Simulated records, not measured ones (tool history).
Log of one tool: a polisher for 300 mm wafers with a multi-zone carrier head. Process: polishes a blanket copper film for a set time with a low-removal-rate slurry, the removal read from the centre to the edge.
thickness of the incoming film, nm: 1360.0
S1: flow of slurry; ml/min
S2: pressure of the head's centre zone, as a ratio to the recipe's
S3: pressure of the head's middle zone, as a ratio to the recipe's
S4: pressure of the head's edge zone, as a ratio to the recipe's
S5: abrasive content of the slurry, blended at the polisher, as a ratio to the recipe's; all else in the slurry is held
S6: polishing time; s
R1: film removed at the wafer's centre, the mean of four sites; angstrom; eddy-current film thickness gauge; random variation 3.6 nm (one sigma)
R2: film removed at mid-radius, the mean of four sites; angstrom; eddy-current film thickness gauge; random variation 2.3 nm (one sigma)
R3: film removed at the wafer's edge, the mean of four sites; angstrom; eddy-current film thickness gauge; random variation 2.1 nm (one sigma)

run,hour,S1,S2,S3,S4,S5,S6,R1,R2,R3
1,0.0,270,1.00,1.00,1.00,1.00,82,2312.3,2320.5,2239.6
2,8.8,275,1.00,1.01,1.02,1.05,83,2413.7,2422.9,2331.5
3,14.5,275,1.00,1.05,1.02,1.05,83,2413.2,2507.2,2316.7
4,20.0,275,1.00,1.05,1.02,1.25,83,2517.0,2647.6,2429.5
5,21.2,275,0.92,1.05,1.02,1.25,83,2316.0,2658.9,2400.9
6,24.3,280,0.92,1.05,1.04,1.30,83,2331.1,2695.8,2471.5
7,25.9,285,0.93,1.05,1.06,1.30,83,2360.3,2723.4,2503.0
# hour 28.8: worn pad replaced by a new one
8,28.8,325,0.98,1.00,1.16,1.50,87,3152.7,3169.1,3226.1

The next listed run, before its measurement:
9,37.3,315,0.98,1.00,1.16,1.50,87,?,?,?

{"run 9": {"R1": 3125.6, "R2": 3222.9, "R3": 3249.8}}
